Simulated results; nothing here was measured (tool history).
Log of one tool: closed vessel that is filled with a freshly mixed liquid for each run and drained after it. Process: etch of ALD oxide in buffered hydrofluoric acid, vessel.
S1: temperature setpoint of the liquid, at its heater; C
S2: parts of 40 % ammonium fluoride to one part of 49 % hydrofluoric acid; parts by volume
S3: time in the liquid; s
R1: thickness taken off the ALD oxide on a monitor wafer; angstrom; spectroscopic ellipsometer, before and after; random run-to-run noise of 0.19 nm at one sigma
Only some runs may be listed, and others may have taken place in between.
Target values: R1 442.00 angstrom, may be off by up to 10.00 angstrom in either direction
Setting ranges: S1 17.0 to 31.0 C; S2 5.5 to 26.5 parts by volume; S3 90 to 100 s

run  hour    S1    S2  S3      R1
  1   0.0  23.0  16.0  90  793.63
  2   5.4  22.0  17.0  90  701.54
  3  11.1  21.0  17.5  90  649.41
  4  14.0  20.5  18.0  90  610.88
  5  15.0  20.0  18.5  90  581.27
  6  18.9  20.0  18.5  90  581.23
  7  27.4  19.5  19.0  90  547.52
  8  31.4  19.0  19.5  90  516.21
  9  36.2  18.5  19.5  90  507.99
 10  39.6  18.5  19.5  90  503.85
 11  43.1  18.0  19.5  90  486.87
 12  46.1  17.5  20.0  90  465.68

Which single option among these 5 for the next run brings every result within its allowed miss of target? Just one does.
  A  49.1  17.0  21.0  100   ?
  B  49.1  19.5  23.0   90   ?
  C  49.1  17.5  18.5   90   ?
  D  49.1  17.0  20.5  100   ?
  E  49.1  17.0  22.5   95   ?

move      R1
   A  484.22
   B  471.74
   C  500.98
   D  492.35
   E  438.59
A: further off than the last run
B: further off than the last run
C: further off than the last run
D: further off than the last run
E: every result lands within tolerance
Go with E: it meets all targets.

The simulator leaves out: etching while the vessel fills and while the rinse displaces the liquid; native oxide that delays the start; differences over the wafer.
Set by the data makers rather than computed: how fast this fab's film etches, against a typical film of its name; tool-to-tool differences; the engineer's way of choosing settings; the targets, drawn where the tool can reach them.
